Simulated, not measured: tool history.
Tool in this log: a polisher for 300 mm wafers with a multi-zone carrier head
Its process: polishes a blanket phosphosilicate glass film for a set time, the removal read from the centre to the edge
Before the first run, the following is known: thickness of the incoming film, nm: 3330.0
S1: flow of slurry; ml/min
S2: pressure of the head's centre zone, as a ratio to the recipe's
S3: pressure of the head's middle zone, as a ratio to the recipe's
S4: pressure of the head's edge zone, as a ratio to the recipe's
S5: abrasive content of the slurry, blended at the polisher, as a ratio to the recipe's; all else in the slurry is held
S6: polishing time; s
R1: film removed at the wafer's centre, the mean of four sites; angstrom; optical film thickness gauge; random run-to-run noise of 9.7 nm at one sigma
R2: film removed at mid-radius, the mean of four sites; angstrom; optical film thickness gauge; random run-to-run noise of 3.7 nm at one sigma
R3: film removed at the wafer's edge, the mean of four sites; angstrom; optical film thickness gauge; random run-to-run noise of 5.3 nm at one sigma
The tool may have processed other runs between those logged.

run,hour,S1,S2,S3,S4,S5,S6,R1,R2,R3
1,0.0,250,1.00,1.00,1.00,1.00,73,8652.3,8649.4,8741.9
2,7.4,245,1.01,0.97,0.98,0.95,72,8402.4,8147.6,8244.2
3,15.0,240,1.02,0.95,0.98,0.90,71,8127.8,7708.8,8097.2
4,16.4,240,1.03,0.93,0.96,0.85,70,7689.6,7238.8,7827.8
5,22.2,245,1.05,0.92,0.94,0.80,68,7684.9,6793.6,7235.7
6,29.8,245,1.05,0.92,0.94,0.80,84,9600.4,8420.6,8933.0
7,32.1,245,1.05,0.92,0.94,0.80,84,9358.8,8449.1,8992.3
8,33.4,245,1.06,0.91,0.93,0.75,81,8941.7,7815.4,8460.5

What does the tool deliver on the next run?
9,37.1,245,1.07,0.90,0.92,0.70,78,?,?,?

R1: 8439.7 angstrom
R2: 7277.8 angstrom
R3: 7900.7 angstrom
